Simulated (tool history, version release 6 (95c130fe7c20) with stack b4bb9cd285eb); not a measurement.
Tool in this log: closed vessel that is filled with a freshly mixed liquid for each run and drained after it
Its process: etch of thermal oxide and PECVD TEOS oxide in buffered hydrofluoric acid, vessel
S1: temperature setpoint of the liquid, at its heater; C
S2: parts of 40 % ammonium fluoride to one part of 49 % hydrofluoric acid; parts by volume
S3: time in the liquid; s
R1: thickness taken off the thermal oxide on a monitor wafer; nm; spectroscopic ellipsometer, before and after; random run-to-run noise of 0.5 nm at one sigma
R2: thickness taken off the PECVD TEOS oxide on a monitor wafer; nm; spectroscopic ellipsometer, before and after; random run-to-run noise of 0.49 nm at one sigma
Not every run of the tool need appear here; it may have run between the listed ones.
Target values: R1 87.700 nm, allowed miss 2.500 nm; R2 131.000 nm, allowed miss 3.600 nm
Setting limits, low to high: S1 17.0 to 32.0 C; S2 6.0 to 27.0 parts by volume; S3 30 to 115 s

{"run": 1, "hour": 0.0, "S1": 24.0, "S2": 16.5, "S3": 60, "R1": 34.411, "R2": 51.906}
{"run": 2, "hour": 6.0, "S1": 26.0, "S2": 14.5, "S3": 60, "R1": 43.797, "R2": 65.6}
{"run": 3, "hour": 11.3, "S1": 27.5, "S2": 13.0, "S3": 60, "R1": 53.216, "R2": 79.004}
{"run": 4, "hour": 19.7, "S1": 28.5, "S2": 12.0, "S3": 60, "R1": 60.147, "R2": 90.109}
{"hour": 26.1, "done": "thermometer replaced"}
{"run": 5, "hour": 26.1, "S1": 27.0, "S2": 12.0, "S3": 60, "R1": 61.048, "R2": 90.362}
{"run": 6, "hour": 27.6, "S1": 29.5, "S2": 12.0, "S3": 60, "R1": 68.975, "R2": 102.65}
{"run": 7, "hour": 28.9, "S1": 30.0, "S2": 12.0, "S3": 60, "R1": 70.203, "R2": 106.4}
{"run": 8, "hour": 36.0, "S1": 30.5, "S2": 11.5, "S3": 60, "R1": 76.537, "R2": 113.14}

Consider the 4 candidate settings below. Which is the only one whose results all fall within their allowed miss of target?
{"run": "A", "hour": 43.1, "S1": 30.0, "S2": 10.5, "S3": 65, "R1": "?", "R2": "?"}
{"run": "B", "hour": 43.1, "S1": 31.0, "S2": 12.0, "S3": 75, "R1": "?", "R2": "?"}
{"run": "C", "hour": 43.1, "S1": 29.5, "S2": 21.5, "S3": 95, "R1": "?", "R2": "?"}
{"run": "D", "hour": 43.1, "S1": 29.0, "S2": 21.5, "S3": 100, "R1": "?", "R2": "?"}

move=A R1=88.037 R2=130.460
move=B R1=93.985 R2=139.270
move=C R1=63.473 R2=94.059
move=D R1=65.065 R2=96.418
A: every result lands within tolerance
B: the result that was furthest off in the last run now lies on the other side of its target
C: misses by more than the last run did
D: misses by more than the last run did
A is the move that brings every result within its allowed miss.
